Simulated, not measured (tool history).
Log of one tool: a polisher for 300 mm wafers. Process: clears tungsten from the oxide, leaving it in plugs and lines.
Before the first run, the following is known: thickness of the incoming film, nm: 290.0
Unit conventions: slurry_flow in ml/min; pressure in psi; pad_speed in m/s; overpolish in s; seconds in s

{"run": 1, "day": 0.0, "slurry_flow": 185, "pressure": 3.3, "pad_speed": 0.88, "slurry_solids": 1, "overpolish": 42, "seconds": 87.997}
{"run": 2, "day": 0.058, "slurry_flow": 185, "pressure": 3.3, "pad_speed": 0.88, "slurry_solids": 0.85, "overpolish": 42, "seconds": 92.306}
{"run": 3, "day": 0.212, "slurry_flow": 185, "pressure": 2.5, "pad_speed": 0.88, "slurry_solids": 0.85, "overpolish": 42, "seconds": 121.71}
{"run": 4, "day": 0.246, "slurry_flow": 215, "pressure": 2.5, "pad_speed": 0.88, "slurry_solids": 0.85, "overpolish": 42, "seconds": 116.11}
{"run": 5, "day": 0.554, "slurry_flow": 210, "pressure": 2.3, "pad_speed": 0.86, "slurry_solids": 0.85, "overpolish": 42, "seconds": 127.4}
{"run": 6, "day": 0.696, "slurry_flow": 210, "pressure": 2.3, "pad_speed": 0.7, "slurry_solids": 0.85, "overpolish": 42, "seconds": 158.91}
{"run": 7, "day": 0.742, "slurry_flow": 205, "pressure": 2.2, "pad_speed": 0.7, "slurry_solids": 0.85, "overpolish": 42, "seconds": 164}

Run 8, settings as shown, results not yet in. Your forecast:
{"run": 8, "day": 0.862, "slurry_flow": 200, "pressure": 2.1, "pad_speed": 0.7, "slurry_solids": 0.85, "overpolish": 42, "seconds": "?"}

Logged for run 8: seconds 170.52 s.
